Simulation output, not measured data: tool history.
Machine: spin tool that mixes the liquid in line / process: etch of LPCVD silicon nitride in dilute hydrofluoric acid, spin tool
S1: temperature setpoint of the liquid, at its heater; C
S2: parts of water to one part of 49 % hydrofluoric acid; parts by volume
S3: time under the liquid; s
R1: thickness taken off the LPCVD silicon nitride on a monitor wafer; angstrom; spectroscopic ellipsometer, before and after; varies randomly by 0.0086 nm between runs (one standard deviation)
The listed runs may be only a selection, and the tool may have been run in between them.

run	hour	S1	S2	S3	R1
1	0.0	25.0	110	100	5.0092
2	2.4	24.5	110	100	4.8676
3	9.9	24.5	80	100	6.7645
4	16.3	24.5	110	100	4.8646
5	21.1	24.0	110	100	4.6246
6	23.9	26.5	110	100	5.6060
7	31.5	26.0	110	100	5.4909
8	35.5	25.5	110	100	5.0979

What does the tool deliver on the next run?
9	42.1	25.0	110	100	?

Run 9 produced R1 5.2155 angstrom.
